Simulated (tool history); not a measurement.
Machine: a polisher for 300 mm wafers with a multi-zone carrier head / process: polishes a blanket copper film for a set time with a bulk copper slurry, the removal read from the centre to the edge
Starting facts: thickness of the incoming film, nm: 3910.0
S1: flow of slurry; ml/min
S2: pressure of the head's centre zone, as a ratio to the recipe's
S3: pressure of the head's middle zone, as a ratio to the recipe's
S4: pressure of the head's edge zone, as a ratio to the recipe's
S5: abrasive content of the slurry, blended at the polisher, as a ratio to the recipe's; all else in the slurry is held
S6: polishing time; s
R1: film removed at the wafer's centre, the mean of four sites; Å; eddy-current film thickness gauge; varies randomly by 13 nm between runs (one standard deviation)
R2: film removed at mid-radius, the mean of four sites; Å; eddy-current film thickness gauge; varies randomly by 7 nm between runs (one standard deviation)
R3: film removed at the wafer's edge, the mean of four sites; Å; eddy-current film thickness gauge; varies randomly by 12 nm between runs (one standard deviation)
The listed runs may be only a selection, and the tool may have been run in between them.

run	hour	S1	S2	S3	S4	S5	S6	R1	R2	R3
1	0	190	1	1	1	1	84	7588.6	7325.7	7236.6
2	6	190	1.04	1	1	1	84	7798.1	7363.3	7375.8
3	14	195	1.06	1	1.01	1.05	84	7858.1	7453.7	7553.8
4	14.8	200	1.07	0.99	1	1.1	86	8199.2	7627.2	7806.7
5	20.3	205	1.08	0.98	0.99	1.1	87	8632.5	7686.5	7983
6	25.3	205	1.08	0.93	0.99	1.1	87	8663.5	7331	7924.4
7	32.2	210	1.09	0.93	0.99	1.15	87	8707.3	7425.5	7863.4
8	39.6	215	1.1	0.93	1	1.15	88	8904.2	7548.4	8099

Run 9 has not been measured yet. What should we expect?
9	47.9	215	1.11	0.93	1	1.2	89	?	?	?

Run 9 measured R1 9162.5 Å, R2 7814.5 Å, R3 8247.7 Å.

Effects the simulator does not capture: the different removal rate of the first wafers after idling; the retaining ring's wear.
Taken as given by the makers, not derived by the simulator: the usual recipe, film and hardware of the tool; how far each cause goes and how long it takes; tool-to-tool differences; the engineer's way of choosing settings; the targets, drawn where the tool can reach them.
